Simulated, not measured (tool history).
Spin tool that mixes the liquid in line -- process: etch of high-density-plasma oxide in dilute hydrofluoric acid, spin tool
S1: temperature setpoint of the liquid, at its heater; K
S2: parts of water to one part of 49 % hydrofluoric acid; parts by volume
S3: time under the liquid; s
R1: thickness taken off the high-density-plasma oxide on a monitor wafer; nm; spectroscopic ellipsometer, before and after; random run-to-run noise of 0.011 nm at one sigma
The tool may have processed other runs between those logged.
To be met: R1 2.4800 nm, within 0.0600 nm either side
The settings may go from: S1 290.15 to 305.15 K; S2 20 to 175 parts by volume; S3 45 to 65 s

run  hour      S1  S2  S3      R1
  1   0.0  297.15  95  65  3.6916
  2   6.3  294.15  95  65  3.2959
  3   8.3  294.15  95  65  3.2918
  4  10.3  294.15  65  65  4.9564
  5  14.9  294.15  40  65  8.2250
  6  16.5  294.15  40  45  5.7226
  7  25.3  293.15  55  45  3.9197
     27.4  -- hydrofluoric acid flow meter replaced
  8  27.4  292.15  55  45  3.4907

Exercise: of the 4 proposed moves below, exactly one satisfies all targets within the stated allowed misses. Which move is it?
  A  29.5  291.65  85  50   ?
  B  29.5  293.15  95  50   ?
  C  29.5  293.15  75  45   ?
  D  29.5  291.15  80  50   ?

move      R1
   A  2.3798
   B  2.2413
   C  2.6142
   D  2.4894
A: takes the biggest miss from the last run beyond its target
B: takes the biggest miss from the last run beyond its target
C: closer than the last run, but not yet in spec
D: all results in spec
Answer: D
